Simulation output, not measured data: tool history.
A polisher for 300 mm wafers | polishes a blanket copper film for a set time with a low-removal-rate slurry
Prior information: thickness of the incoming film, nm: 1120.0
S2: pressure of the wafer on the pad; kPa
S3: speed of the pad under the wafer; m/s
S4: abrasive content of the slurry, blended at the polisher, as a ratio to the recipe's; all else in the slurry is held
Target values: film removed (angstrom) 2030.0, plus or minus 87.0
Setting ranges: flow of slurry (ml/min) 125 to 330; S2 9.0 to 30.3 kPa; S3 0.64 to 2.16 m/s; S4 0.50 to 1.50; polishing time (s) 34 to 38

Run 1, hour 0.0: flow of slurry (ml/min) 210, S2 19.3 kPa, S3 1.40 m/s, S4 1.00, polishing time (s) 38. Result: film removed (angstrom) 1651.2.
Run 2, hour 8.6: flow of slurry (ml/min) 210, S2 17.2 kPa, S3 1.40 m/s, S4 1.00, polishing time (s) 38. Result: film removed (angstrom) 1486.5.
Run 3, hour 11.6: flow of slurry (ml/min) 210, S2 17.2 kPa, S3 1.66 m/s, S4 1.00, polishing time (s) 38. Result: film removed (angstrom) 1692.1.
Run 4, hour 15.0: flow of slurry (ml/min) 210, S2 17.9 kPa, S3 1.66 m/s, S4 1.00, polishing time (s) 38. Result: film removed (angstrom) 1741.4.
Run 5, hour 18.0: flow of slurry (ml/min) 210, S2 17.9 kPa, S3 1.40 m/s, S4 1.00, polishing time (s) 38. Result: film removed (angstrom) 1526.5.
Run 6, hour 20.6: flow of slurry (ml/min) 210, S2 17.9 kPa, S3 1.40 m/s, S4 1.15, polishing time (s) 38. Result: film removed (angstrom) 1591.4.
Run 7, hour 26.0: flow of slurry (ml/min) 210, S2 19.3 kPa, S3 1.40 m/s, S4 1.15, polishing time (s) 38. Result: film removed (angstrom) 1698.3.
Run 8, hour 31.5: flow of slurry (ml/min) 210, S2 20.0 kPa, S3 1.40 m/s, S4 1.15, polishing time (s) 38. Result: film removed (angstrom) 1685.3.
Run 9, hour 37.5: flow of slurry (ml/min) 210, S2 21.4 kPa, S3 1.42 m/s, S4 1.15, polishing time (s) 38. Result: film removed (angstrom) 1867.4.
Run 10, hour 41.6: flow of slurry (ml/min) 210, S2 22.1 kPa, S3 1.42 m/s, S4 1.15, polishing time (s) 38. Result: film removed (angstrom) 1920.9.

Of the 5 settings listed for the next run, only one would bring every result within its allowed miss of target. Which one?
Run A, hour 45.7: flow of slurry (ml/min) 225, S2 22.8 kPa, S3 1.28 m/s, S4 1.15, polishing time (s) 36. Result: film removed (angstrom) ?.
Run B, hour 45.7: flow of slurry (ml/min) 255, S2 25.5 kPa, S3 1.04 m/s, S4 1.20, polishing time (s) 38. Result: film removed (angstrom) ?.
Run C, hour 45.7: flow of slurry (ml/min) 185, S2 24.1 kPa, S3 1.44 m/s, S4 1.05, polishing time (s) 34. Result: film removed (angstrom) ?.
Run D, hour 45.7: flow of slurry (ml/min) 175, S2 24.8 kPa, S3 1.46 m/s, S4 1.25, polishing time (s) 35. Result: film removed (angstrom) ?.
Run E, hour 45.7: flow of slurry (ml/min) 205, S2 22.8 kPa, S3 1.40 m/s, S4 1.10, polishing time (s) 35. Result: film removed (angstrom) ?.

move  film removed (angstrom)
   A                   1761.9
   B                   1795.5
   C                   1867.6
   D                   2060.7
   E                   1810.6
A: misses by more than the last run did
B: misses by more than the last run did
C: misses by more than the last run did
D: meets every target
E: misses by more than the last run did
D is the move that brings every result within its allowed miss.
